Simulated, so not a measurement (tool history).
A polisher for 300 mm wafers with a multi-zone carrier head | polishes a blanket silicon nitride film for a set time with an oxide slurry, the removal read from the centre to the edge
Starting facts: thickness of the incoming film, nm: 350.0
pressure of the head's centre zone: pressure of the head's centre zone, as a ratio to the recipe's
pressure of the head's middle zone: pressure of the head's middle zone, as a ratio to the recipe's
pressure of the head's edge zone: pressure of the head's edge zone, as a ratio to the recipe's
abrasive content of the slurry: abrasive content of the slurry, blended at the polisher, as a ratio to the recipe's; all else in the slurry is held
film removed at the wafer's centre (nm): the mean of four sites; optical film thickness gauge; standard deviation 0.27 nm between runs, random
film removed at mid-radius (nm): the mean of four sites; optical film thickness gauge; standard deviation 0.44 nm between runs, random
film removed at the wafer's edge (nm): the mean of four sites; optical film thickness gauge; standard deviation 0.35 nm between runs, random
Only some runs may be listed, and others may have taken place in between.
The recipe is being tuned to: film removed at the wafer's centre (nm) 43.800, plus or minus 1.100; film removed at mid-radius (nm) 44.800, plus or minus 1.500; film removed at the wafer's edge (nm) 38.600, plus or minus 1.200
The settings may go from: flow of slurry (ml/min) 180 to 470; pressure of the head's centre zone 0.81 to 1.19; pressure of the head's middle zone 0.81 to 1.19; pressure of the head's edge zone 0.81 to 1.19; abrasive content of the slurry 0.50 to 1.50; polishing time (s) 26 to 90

run,hour,flow of slurry (ml/min),pressure of the head's centre zone,pressure of the head's middle zone,pressure of the head's edge zone,abrasive content of the slurry,polishing time (s),film removed at the wafer's centre (nm),film removed at mid-radius (nm),film removed at the wafer's edge (nm)
1,0.0,300,1.00,1.00,1.00,1.00,58,32.210,32.001,31.864
2,7.1,300,1.00,1.00,1.00,1.20,58,34.775,34.346,34.342
3,13.1,365,1.00,1.00,1.00,1.20,58,35.191,34.712,34.727
4,16.7,365,1.00,0.93,1.00,1.20,58,35.536,32.066,35.256
5,21.2,365,1.02,0.96,1.01,1.25,58,37.270,34.392,34.970
6,22.1,365,1.02,0.96,0.93,1.25,58,36.931,33.757,34.954
7,28.1,365,1.03,0.98,0.93,1.30,58,38.281,35.231,35.192
8,36.2,395,1.09,1.08,1.03,1.45,58,41.904,40.044,37.894
9,43.1,395,1.09,1.09,1.03,1.45,58,42.202,40.657,37.945
10,47.4,395,1.09,1.10,1.03,1.45,58,41.785,40.234,38.176

Below are 4 possible settings for the next run. Only one of them brings all results inside the allowed miss of their targets. Which is it?
A,51.7,350,1.08,0.97,1.15,1.50,56,?,?,?
B,51.7,285,1.13,1.19,1.00,1.50,60,?,?,?
C,51.7,415,1.14,1.11,1.00,1.45,59,?,?,?
D,51.7,420,1.04,0.93,1.13,1.25,59,?,?,?

move,film removed at the wafer's centre (nm),film removed at mid-radius (nm),film removed at the wafer's edge (nm)
A,40.140,35.324,38.597
B,44.061,44.133,38.662
C,44.850,41.803,38.618
D,38.707,34.122,38.263
A: its largest miss is bigger than the last run's
B: every result lands within tolerance
C: gains on the last run, yet a result remains outside its allowed miss
D: its largest miss is bigger than the last run's
The right move is B.
